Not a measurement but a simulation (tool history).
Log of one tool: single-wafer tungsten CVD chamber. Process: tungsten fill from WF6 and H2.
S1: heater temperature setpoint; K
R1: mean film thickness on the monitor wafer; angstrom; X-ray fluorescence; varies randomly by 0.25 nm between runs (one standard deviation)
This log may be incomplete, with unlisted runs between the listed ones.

{"run": 1, "day": 0.0, "S1": 648.15, "chamber pressure (Pa)": 6879, "deposition time (s)": 28.6, "R1": 726.23}
{"run": 2, "day": 0.129, "S1": 648.15, "chamber pressure (Pa)": 6879, "deposition time (s)": 28.6, "R1": 729.47}
{"run": 3, "day": 0.458, "S1": 645.15, "chamber pressure (Pa)": 6853, "deposition time (s)": 28.6, "R1": 675.09}
{"run": 4, "day": 0.708, "S1": 643.15, "chamber pressure (Pa)": 6839, "deposition time (s)": 28.6, "R1": 644.5}
{"run": 5, "day": 1.05, "S1": 632.15, "chamber pressure (Pa)": 6839, "deposition time (s)": 28.6, "R1": 491.81}
{"run": 6, "day": 1.246, "S1": 632.15, "chamber pressure (Pa)": 6839, "deposition time (s)": 28.6, "R1": 493.12}

Run 7 comes next. What will it give?
{"run": 7, "day": 1.508, "S1": 633.15, "chamber pressure (Pa)": 6853, "deposition time (s)": 28.6, "R1": "?"}

R1: 507.14 angstrom
